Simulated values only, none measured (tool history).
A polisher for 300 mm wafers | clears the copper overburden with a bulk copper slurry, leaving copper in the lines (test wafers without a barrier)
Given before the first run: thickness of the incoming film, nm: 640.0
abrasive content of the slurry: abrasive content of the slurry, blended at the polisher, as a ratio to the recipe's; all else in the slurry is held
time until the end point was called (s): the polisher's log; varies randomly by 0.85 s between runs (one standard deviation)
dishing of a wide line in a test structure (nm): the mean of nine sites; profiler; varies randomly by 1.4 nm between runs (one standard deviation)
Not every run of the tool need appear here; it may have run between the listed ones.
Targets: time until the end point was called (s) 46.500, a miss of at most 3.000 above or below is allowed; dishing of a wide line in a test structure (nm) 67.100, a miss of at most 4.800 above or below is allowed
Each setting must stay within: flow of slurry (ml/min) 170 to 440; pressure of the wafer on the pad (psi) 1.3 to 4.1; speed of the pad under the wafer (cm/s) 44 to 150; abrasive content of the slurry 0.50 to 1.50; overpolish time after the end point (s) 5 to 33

run,hour,flow of slurry (ml/min),pressure of the wafer on the pad (psi),speed of the pad under the wafer (cm/s),abrasive content of the slurry,overpolish time after the end point (s),time until the end point was called (s),dishing of a wide line in a test structure (nm)
1,0.0,280,2.7,96,1.00,17,96.039,72.248
2,1.4,280,2.8,102,1.00,15,88.427,70.567
3,5.1,345,2.8,102,1.00,15,88.029,70.889
4,11.1,345,2.9,108,1.00,13,78.654,68.270
5,15.0,345,2.9,108,1.00,19,78.411,88.960
6,19.2,405,2.9,108,1.00,19,75.556,91.540
7,22.0,405,2.9,108,1.00,19,79.384,88.922
8,23.0,405,3.0,112,1.00,17,73.766,91.072
9,31.7,370,3.0,118,1.10,15,68.052,85.335
10,32.8,370,3.0,118,1.10,15,68.261,86.902
11,35.4,370,3.1,122,1.00,13,65.538,78.994
12,38.0,365,3.2,126,0.95,12,63.585,79.086
13,41.7,430,2.9,146,1.20,5,54.375,45.266
14,45.0,425,3.0,146,1.20,5,53.400,44.583
15,47.0,420,3.1,146,1.15,5,52.761,45.151
16,50.4,420,3.5,146,1.15,13,44.972,102.560
17,51.3,425,3.5,146,1.15,12,45.641,94.491
18,55.3,430,3.4,148,1.15,5,47.019,48.703

Consider the 5 candidate settings below. Which is the only one whose results all fall within their allowed miss of target?
A,59.3,430,3.6,142,1.20,10,?,?
B,59.3,435,3.3,150,1.10,9,?,?
C,59.3,430,3.4,132,1.15,7,?,?
D,59.3,440,3.3,150,1.40,7,?,?
E,59.3,400,3.1,142,1.20,7,?,?

move,time until the end point was called (s),dishing of a wide line in a test structure (nm)
A,46.632,87.101
B,48.913,77.407
C,53.413,60.085
D,46.567,66.662
E,54.205,58.904
A: takes the result that was furthest off past its target
B: takes the result that was furthest off past its target
C: better than the last run, though not everything is in spec
D: every result within its allowed miss
E: better than the last run, though not everything is in spec
D is the move that brings every result within its allowed miss.
